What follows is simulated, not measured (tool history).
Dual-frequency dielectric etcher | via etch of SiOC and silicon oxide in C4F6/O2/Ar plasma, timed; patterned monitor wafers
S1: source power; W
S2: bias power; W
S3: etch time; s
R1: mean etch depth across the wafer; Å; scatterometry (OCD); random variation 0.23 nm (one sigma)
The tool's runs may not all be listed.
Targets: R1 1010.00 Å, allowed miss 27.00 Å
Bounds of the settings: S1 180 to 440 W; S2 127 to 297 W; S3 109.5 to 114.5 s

run,hour,S1,S2,S3,R1
1,0.0,310,212,109.5,1117.30
2,3.7,300,210,109.5,1104.50
3,12.5,300,210,114.5,1153.00
4,21.4,300,210,114.5,1153.00
5,25.4,280,210,114.5,1110.50
6,33.4,280,235,114.5,1145.50
7,41.1,270,233,114.5,1122.80
8,50.0,260,231,114.5,1097.80
9,57.2,250,230,114.5,1080.00
10,60.9,240,229,114.5,1052.10
11,62.3,210,224,114.5,974.79

Which of these 5 next moves meets every target?
A,63.7,210,194,114.5,?
B,63.7,230,211,114.0,?
C,63.7,200,233,113.0,?
D,63.7,200,212,114.5,?
E,63.7,210,221,110.5,?

move,R1
A,938.17
B,1001.30
C,944.18
D,933.64
E,935.40
A: further off than the last run
B: meets every target
C: further off than the last run
D: further off than the last run
E: further off than the last run
Move B is the one to make.

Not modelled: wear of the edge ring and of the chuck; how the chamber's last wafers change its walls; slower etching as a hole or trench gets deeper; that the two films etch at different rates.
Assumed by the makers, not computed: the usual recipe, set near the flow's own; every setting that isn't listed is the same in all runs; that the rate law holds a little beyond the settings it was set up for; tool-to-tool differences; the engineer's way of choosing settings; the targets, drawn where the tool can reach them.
